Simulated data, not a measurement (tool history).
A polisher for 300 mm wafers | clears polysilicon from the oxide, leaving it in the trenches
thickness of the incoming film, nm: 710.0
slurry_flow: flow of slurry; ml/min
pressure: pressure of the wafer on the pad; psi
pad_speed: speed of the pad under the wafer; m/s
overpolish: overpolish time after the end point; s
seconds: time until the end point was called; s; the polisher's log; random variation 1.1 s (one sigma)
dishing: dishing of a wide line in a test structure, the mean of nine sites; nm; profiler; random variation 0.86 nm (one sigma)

run 1 day=0 | slurry_flow=145 pressure=2.3 pad_speed=0.78 overpolish=27 | seconds=71.277 dishing=70.976
run 2 day=0.296 | slurry_flow=145 pressure=1.9 pad_speed=0.78 overpolish=27 | seconds=81.361 dishing=69.554
run 3 day=0.425 | slurry_flow=145 pressure=1.8 pad_speed=0.78 overpolish=23 | seconds=85.818 dishing=66.382
run 4 day=0.692 | slurry_flow=145 pressure=1.7 pad_speed=0.78 overpolish=22 | seconds=91.577 dishing=64.323
run 5 day=0.792 | slurry_flow=145 pressure=1.7 pad_speed=0.78 overpolish=14 | seconds=91.011 dishing=56.781
run 6 day=1.046 | slurry_flow=145 pressure=1.7 pad_speed=0.78 overpolish=15 | seconds=89.608 dishing=56.898

The next listed run, before its measurement:
run 7 day=1.138 | slurry_flow=145 pressure=1.7 pad_speed=0.78 overpolish=15 | seconds=? dishing=?

seconds: 92.49 s
dishing: 58.276 nm
